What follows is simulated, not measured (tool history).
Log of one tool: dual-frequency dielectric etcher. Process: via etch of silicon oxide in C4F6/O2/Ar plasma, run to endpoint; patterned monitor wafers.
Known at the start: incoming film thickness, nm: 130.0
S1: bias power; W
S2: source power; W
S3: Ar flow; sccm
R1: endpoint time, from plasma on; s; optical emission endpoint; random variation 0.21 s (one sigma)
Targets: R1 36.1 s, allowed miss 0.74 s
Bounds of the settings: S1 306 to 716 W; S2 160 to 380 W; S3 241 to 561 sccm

Run 1, hour 0: S1 511 W, S2 270 W, S3 401 sccm. Result: R1 31.715 s.
Run 2, hour 0.9: S1 474 W, S2 270 W, S3 402 sccm. Result: R1 32.34 s.
Run 3, hour 9.2: S1 441 W, S2 260 W, S3 404 sccm. Result: R1 33.82 s.
Run 4, hour 11.4: S1 441 W, S2 300 W, S3 404 sccm. Result: R1 31.246 s.
Run 5, hour 12.7: S1 413 W, S2 290 W, S3 407 sccm. Result: R1 32.317 s.
Run 6, hour 15.6: S1 413 W, S2 260 W, S3 407 sccm. Result: R1 33.886 s.
Run 7, hour 18.9: S1 395 W, S2 260 W, S3 408 sccm. Result: R1 34.343 s.
Run 8, hour 23.3: S1 379 W, S2 260 W, S3 409 sccm. Result: R1 34.385 s.
Run 9, hour 31.4: S1 367 W, S2 260 W, S3 410 sccm. Result: R1 34.829 s.
Run 10, hour 32.4: S1 356 W, S2 260 W, S3 411 sccm. Result: R1 34.95 s.
Run 11, hour 39.4: S1 347 W, S2 260 W, S3 412 sccm. Result: R1 34.701 s.
Run 12, hour 40.4: S1 341 W, S2 260 W, S3 413 sccm. Result: R1 35.162 s.
Run 13, hour 47.9: S1 335 W, S2 260 W, S3 414 sccm. Result: R1 35.23 s.

4 next moves are on the table. One of them brings every result within its allowed miss. Which?
Run A, hour 55.4: S1 318 W, S2 260 W, S3 476 sccm. Result: R1 ?.
Run B, hour 55.4: S1 431 W, S2 250 W, S3 459 sccm. Result: R1 ?.
Run C, hour 55.4: S1 306 W, S2 240 W, S3 481 sccm. Result: R1 ?.
Run D, hour 55.4: S1 380 W, S2 270 W, S3 424 sccm. Result: R1 ?.

move      R1
   A  36.119
   B  34.582
   C  37.812
   D  33.917
A: meets every target
B: further off than the last run
C: takes the result that was furthest off past its target
D: further off than the last run
Answer: A
